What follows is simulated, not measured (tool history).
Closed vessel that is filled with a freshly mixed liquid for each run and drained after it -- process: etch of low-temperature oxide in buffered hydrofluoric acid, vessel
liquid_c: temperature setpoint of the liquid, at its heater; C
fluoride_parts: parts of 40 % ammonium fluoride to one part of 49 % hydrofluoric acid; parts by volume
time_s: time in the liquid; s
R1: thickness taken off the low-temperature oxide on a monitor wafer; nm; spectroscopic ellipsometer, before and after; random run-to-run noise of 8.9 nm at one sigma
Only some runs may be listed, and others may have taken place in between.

{"run": 1, "hour": 0.0, "liquid_c": 23, "fluoride_parts": 7.5, "time_s": 105, "R1": 814.93}
{"run": 2, "hour": 5.7, "liquid_c": 20.5, "fluoride_parts": 7.5, "time_s": 105, "R1": 699.73}
{"run": 3, "hour": 10.7, "liquid_c": 17.5, "fluoride_parts": 7.5, "time_s": 105, "R1": 600.34}
{"run": 4, "hour": 14.9, "liquid_c": 19.5, "fluoride_parts": 7.5, "time_s": 105, "R1": 663.68}
{"run": 5, "hour": 16.7, "liquid_c": 22.5, "fluoride_parts": 7.5, "time_s": 105, "R1": 800.4}
{"run": 6, "hour": 24.4, "liquid_c": 23.5, "fluoride_parts": 7.5, "time_s": 105, "R1": 815.25}
{"run": 7, "hour": 30.9, "liquid_c": 24.5, "fluoride_parts": 7.5, "time_s": 105, "R1": 879.09}
{"run": 8, "hour": 33.3, "liquid_c": 25, "fluoride_parts": 7.5, "time_s": 105, "R1": 892.13}

What will run 9 give?
{"run": 9, "hour": 36.9, "liquid_c": 25.5, "fluoride_parts": 7.5, "time_s": 105, "R1": "?"}

Run 9 gave R1 928.87 nm.
